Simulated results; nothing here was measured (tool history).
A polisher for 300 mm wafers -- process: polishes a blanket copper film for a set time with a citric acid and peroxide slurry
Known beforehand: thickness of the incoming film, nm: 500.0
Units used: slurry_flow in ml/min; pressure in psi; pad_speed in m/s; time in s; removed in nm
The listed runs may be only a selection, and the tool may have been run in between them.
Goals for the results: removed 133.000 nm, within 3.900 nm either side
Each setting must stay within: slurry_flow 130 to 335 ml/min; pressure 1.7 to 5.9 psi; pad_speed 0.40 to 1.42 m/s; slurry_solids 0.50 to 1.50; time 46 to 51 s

| run | day | slurry_flow | pressure | pad_speed | slurry_solids | time | removed |
|---|---|---|---|---|---|---|---|
| 1 | 0.000 | 215 | 3.8 | 0.90 | 1.00 | 51 | 103.710 |
| 2 | 0.233 | 175 | 3.8 | 0.90 | 1.00 | 51 | 101.700 |
| 3 | 0.338 | 175 | 3.8 | 1.02 | 1.00 | 51 | 113.710 |
| 4 | 0.700 | 175 | 3.8 | 1.02 | 1.00 | 46 | 103.200 |
| 5 | 1.008 | 175 | 3.8 | 1.02 | 1.00 | 46 | 103.190 |
| 6 | 1.096 | 175 | 3.4 | 1.02 | 1.00 | 46 | 93.946 |
| 7 | 1.342 | 185 | 3.7 | 1.02 | 1.00 | 46 | 101.130 |
| 8 | 1.554 | 185 | 4.0 | 1.02 | 1.00 | 46 | 108.230 |
| 9 | 1.704 | 185 | 4.2 | 1.02 | 1.00 | 46 | 113.690 |
| 10 | 1.758 | 185 | 4.2 | 1.02 | 1.00 | 46 | 113.990 |
| 11 | 2.108 | 190 | 4.4 | 1.02 | 1.00 | 46 | 119.860 |
| 12 | 2.262 | 195 | 4.5 | 1.02 | 1.00 | 46 | 122.010 |
| 13 | 2.575 | 195 | 4.6 | 1.02 | 1.00 | 46 | 123.800 |
| 14 | 2.662 | 195 | 4.7 | 1.02 | 1.00 | 46 | 126.080 |
| 15 | 2.746 | 195 | 4.8 | 1.02 | 1.00 | 46 | 129.410 |

Exercise: of the 5 proposed moves below, exactly one satisfies all targets within the stated allowed misses. Which move is it?
| A | 2.829 | 195 | 4.1 | 1.06 | 0.85 | 50 | ? |
| B | 2.829 | 270 | 5.6 | 0.80 | 0.95 | 47 | ? |
| C | 2.829 | 230 | 4.5 | 1.02 | 0.85 | 47 | ? |
| D | 2.829 | 200 | 5.1 | 0.94 | 0.95 | 49 | ? |
| E | 2.829 | 180 | 4.3 | 1.00 | 0.85 | 51 | ? |

| move | removed |
|---|---|
| A | 120.700 |
| B | 122.980 |
| C | 121.400 |
| D | 132.790 |
| E | 119.740 |
A: further off than the last run
B: further off than the last run
C: further off than the last run
D: hits every target within its allowed miss
E: further off than the last run
Go with D: it meets all targets.
